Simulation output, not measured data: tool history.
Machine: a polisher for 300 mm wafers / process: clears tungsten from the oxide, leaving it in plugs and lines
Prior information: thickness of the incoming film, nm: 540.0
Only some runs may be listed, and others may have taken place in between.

run  hour  flow of slurry (ml/min)  pressure of the wafer on the pad (psi)  speed of the pad under the wafer (cm/s)  abrasive content of the slurry  overpolish time after the end point (s)  time until the end point was called (s)
  1     0                      305                                     3.5                                      138                               1                                        6                                   81.735
  2   4.5                      305                                     3.5                                      138                            1.15                                        6                                   79.126
  3   7.6                      305                                     3.5                                      138                            1.15                                        6                                    78.51
  4  14.2                      305                                     3.9                                      138                            1.15                                        6                                   70.742
  5  21.3                      305                                     3.9                                      138                            1.05                                        6                                   72.298
  6  22.4                      305                                     3.9                                      138                            1.05                                        6                                   70.773
  7  29.5                      305                                     3.7                                      138                            1.05                                        6                                    77.25
  8  34.7                      305                                     3.5                                      138                            1.05                                        6                                   79.377
  9  39.2                      305                                     3.3                                      138                            1.05                                        6                                   84.679
 10  40.3                      305                                     3.2                                      138                            1.05                                        6                                   86.511

Run 11 is up next; what results do you expect?
 11  45.9                      305                                     3.1                                      138                            1.05                                        6                                        ?

time until the end point was called (s): 88.42
